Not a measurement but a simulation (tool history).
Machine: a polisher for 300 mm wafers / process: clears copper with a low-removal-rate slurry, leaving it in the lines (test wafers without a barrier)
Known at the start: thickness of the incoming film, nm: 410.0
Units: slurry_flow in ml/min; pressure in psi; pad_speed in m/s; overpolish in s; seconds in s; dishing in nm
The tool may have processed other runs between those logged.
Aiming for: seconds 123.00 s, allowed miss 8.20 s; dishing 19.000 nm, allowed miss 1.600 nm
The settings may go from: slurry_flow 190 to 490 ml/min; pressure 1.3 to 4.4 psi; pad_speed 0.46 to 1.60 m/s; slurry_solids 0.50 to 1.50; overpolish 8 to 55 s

run 1 day=0.000 | slurry_flow=315 pressure=2.8 pad_speed=1.02 slurry_solids=1.00 overpolish=28 | seconds=164.83 dishing=42.971
run 2 day=0.096 | slurry_flow=315 pressure=2.6 pad_speed=1.10 slurry_solids=1.00 overpolish=25 | seconds=165.75 dishing=40.018
run 3 day=0.304 | slurry_flow=335 pressure=2.9 pad_speed=1.00 slurry_solids=1.10 overpolish=22 | seconds=159.48 dishing=37.801
run 4 day=0.358 | slurry_flow=310 pressure=3.1 pad_speed=0.98 slurry_solids=1.00 overpolish=20 | seconds=152.64 dishing=35.898
run 5 day=0.517 | slurry_flow=290 pressure=3.3 pad_speed=0.92 slurry_solids=0.90 overpolish=18 | seconds=154.78 dishing=32.158
run 6 day=0.662 | slurry_flow=275 pressure=3.5 pad_speed=0.88 slurry_solids=0.85 overpolish=16 | seconds=148.74 dishing=29.805
run 7 day=0.733 | slurry_flow=260 pressure=3.7 pad_speed=0.86 slurry_solids=0.80 overpolish=15 | seconds=146.20 dishing=28.285
run 8 day=0.767 | slurry_flow=250 pressure=3.8 pad_speed=0.84 slurry_solids=0.75 overpolish=14 | seconds=154.47 dishing=26.062

Pick the move, out of 4, that brings all results within their allowed miss; only one does.
run A day=0.800 | slurry_flow=335 pressure=4.4 pad_speed=0.88 slurry_solids=0.70 overpolish=8 | seconds=? dishing=?
run B day=0.800 | slurry_flow=230 pressure=3.2 pad_speed=1.08 slurry_solids=0.75 overpolish=8 | seconds=? dishing=?
run C day=0.800 | slurry_flow=265 pressure=3.9 pad_speed=0.92 slurry_solids=0.65 overpolish=8 | seconds=? dishing=?
run D day=0.800 | slurry_flow=265 pressure=4.1 pad_speed=0.82 slurry_solids=0.65 overpolish=13 | seconds=? dishing=?

move=A seconds=121.71 dishing=18.711
move=B seconds=145.87 dishing=15.674
move=C seconds=137.13 dishing=16.686
move=D seconds=142.56 dishing=25.260
A: all results land within tolerance of their targets
B: carries the result that was furthest off beyond its target, to the other side
C: carries the result that was furthest off beyond its target, to the other side
D: closes in on the targets versus the last run, not all within tolerance yet
A meets every target.

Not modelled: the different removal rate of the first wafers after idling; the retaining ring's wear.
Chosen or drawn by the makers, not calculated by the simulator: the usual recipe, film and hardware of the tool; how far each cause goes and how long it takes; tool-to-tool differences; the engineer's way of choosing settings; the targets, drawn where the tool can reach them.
